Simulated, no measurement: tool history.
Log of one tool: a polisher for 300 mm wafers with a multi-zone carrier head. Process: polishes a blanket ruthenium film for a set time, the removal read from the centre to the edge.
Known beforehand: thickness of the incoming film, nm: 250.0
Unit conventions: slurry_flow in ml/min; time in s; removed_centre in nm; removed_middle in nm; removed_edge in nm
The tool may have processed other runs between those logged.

run 1 day=0.000 | slurry_flow=255 centre_zone=1.00 middle_zone=1.00 edge_zone=1.00 time=75 | removed_centre=79.283 removed_middle=81.529 removed_edge=80.364
run 2 day=0.192 | slurry_flow=270 centre_zone=1.05 middle_zone=1.03 edge_zone=1.04 time=80 | removed_centre=89.448 removed_middle=89.470 removed_edge=87.230
run 3 day=0.246 | slurry_flow=270 centre_zone=1.05 middle_zone=0.98 edge_zone=1.04 time=80 | removed_centre=90.321 removed_middle=86.752 removed_edge=87.410
run 4 day=0.300 | slurry_flow=205 centre_zone=1.05 middle_zone=0.98 edge_zone=1.04 time=80 | removed_centre=87.125 removed_middle=83.219 removed_edge=84.624
run 5 day=0.658 | slurry_flow=205 centre_zone=1.05 middle_zone=0.98 edge_zone=1.08 time=80 | removed_centre=87.769 removed_middle=84.077 removed_edge=85.382
run 6 day=0.912 | slurry_flow=235 centre_zone=1.08 middle_zone=1.01 edge_zone=1.11 time=84 | removed_centre=95.451 removed_middle=91.834 removed_edge=93.482
run 7 day=1.142 | slurry_flow=255 centre_zone=1.11 middle_zone=1.03 edge_zone=1.11 time=87 | removed_centre=102.860 removed_middle=95.597 removed_edge=97.080
run 8 day=1.446 | slurry_flow=270 centre_zone=1.13 middle_zone=1.06 edge_zone=1.11 time=90 | removed_centre=108.860 removed_middle=102.320 removed_edge=101.850
run 9 day=1.646 | slurry_flow=285 centre_zone=1.15 middle_zone=1.08 edge_zone=1.11 time=92 | removed_centre=114.620 removed_middle=107.630 removed_edge=103.960
run 10 day=1.742 | slurry_flow=295 centre_zone=1.16 middle_zone=1.09 edge_zone=1.12 time=93 | removed_centre=117.490 removed_middle=109.930 removed_edge=104.660

The next listed run, before its measurement:
run 11 day=1.942 | slurry_flow=300 centre_zone=1.17 middle_zone=1.09 edge_zone=1.13 time=94 | removed_centre=? removed_middle=? removed_edge=?

removed_centre: 121.180 nm
removed_middle: 110.700 nm
removed_edge: 107.480 nm

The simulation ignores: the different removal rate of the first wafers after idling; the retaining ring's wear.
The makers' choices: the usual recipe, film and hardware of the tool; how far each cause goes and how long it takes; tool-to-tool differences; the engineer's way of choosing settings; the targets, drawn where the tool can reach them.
